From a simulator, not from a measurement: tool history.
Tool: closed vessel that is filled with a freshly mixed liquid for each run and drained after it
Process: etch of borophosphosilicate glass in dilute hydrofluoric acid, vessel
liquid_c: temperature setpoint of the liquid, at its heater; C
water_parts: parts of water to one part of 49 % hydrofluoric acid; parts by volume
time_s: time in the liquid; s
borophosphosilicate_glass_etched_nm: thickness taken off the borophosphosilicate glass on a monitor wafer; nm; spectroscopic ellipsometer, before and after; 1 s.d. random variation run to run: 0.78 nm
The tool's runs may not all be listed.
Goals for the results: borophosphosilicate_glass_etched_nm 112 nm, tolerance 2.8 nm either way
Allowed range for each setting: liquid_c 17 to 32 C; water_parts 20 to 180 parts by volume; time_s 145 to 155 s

run,hour,liquid_c,water_parts,time_s,borophosphosilicate_glass_etched_nm
1,0,24,100,145,45.277
2,7.1,25,90,145,52.679
3,9.6,27.5,90,145,58.806
4,13.3,27.5,60,145,91.656
5,19.9,28,60,145,93.262
6,28,28,90,145,60.174
7,30.5,28.5,85,145,65.06
8,34.1,28.5,85,145,64.87
9,41.5,29,80,145,71.125
10,43.5,29.5,75,145,78.168
11,45.8,30,70,145,85.282
12,52.2,30.5,70,145,87.024
13,56.7,32,50,145,133.85
14,61.7,31.5,50,145,131.25
15,62.8,31,50,145,129.21
16,68.7,30.5,50,145,126.5
17,69.8,30,50,145,124.86
18,77.7,29.5,50,145,120.7

4 next moves are on the table. One of them brings every result within its allowed miss. Which?
A,85.6,31,60,155,?
B,85.6,30.5,55,150,?
C,85.6,32,50,145,?
D,85.6,27.5,55,150,?

move,borophosphosilicate_glass_etched_nm
A,111.12
B,115.96
C,131.71
D,103.04
A: all results land within tolerance of their targets
B: nearer the targets than the last run, but a result is still out of spec
C: moves away from the targets compared with the last run
D: the result that was furthest off in the last run now lies on the other side of its target
Go with A: it meets all targets.
